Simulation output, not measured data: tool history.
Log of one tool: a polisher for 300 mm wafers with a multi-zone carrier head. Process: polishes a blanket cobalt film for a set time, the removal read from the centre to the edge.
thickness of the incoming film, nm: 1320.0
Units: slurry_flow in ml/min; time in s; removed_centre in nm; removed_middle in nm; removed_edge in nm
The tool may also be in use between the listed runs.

| run | hour | slurry_flow | centre_zone | middle_zone | edge_zone | time | removed_centre | removed_middle | removed_edge |
|---|---|---|---|---|---|---|---|---|---|
| 1 | 0 | 235 | 1 | 1 | 1 | 37 | 233.78 | 232.62 | 243.36 |
| 2 | 7.5 | 235 | 1.07 | 1 | 1 | 37 | 247.37 | 230.4 | 242.24 |
| 3 | 11 | 235 | 1.07 | 1 | 1.07 | 37 | 253.94 | 231.5 | 251.94 |
| 4 | 11.5 | 235 | 1.07 | 1 | 1.15 | 37 | 248.83 | 231.8 | 262.17 |
| 5 | 19.7 | 240 | 1.08 | 1.03 | 1.16 | 38 | 257.01 | 241.28 | 268.26 |
| 6 | 26.3 | 245 | 1.08 | 1.05 | 1.16 | 39 | 263.01 | 256.78 | 280.34 |
| 7 | 28.2 | 250 | 1.09 | 1.06 | 1.15 | 39 | 268.86 | 259.69 | 278.91 |

Forecast run 8:
| 8 | 35.5 | 255 | 1.09 | 1.07 | 1.15 | 39 | ? | ? | ? |

Run 8 gave removed_centre 271.55 nm, removed_middle 257.78 nm, removed_edge 277.11 nm.
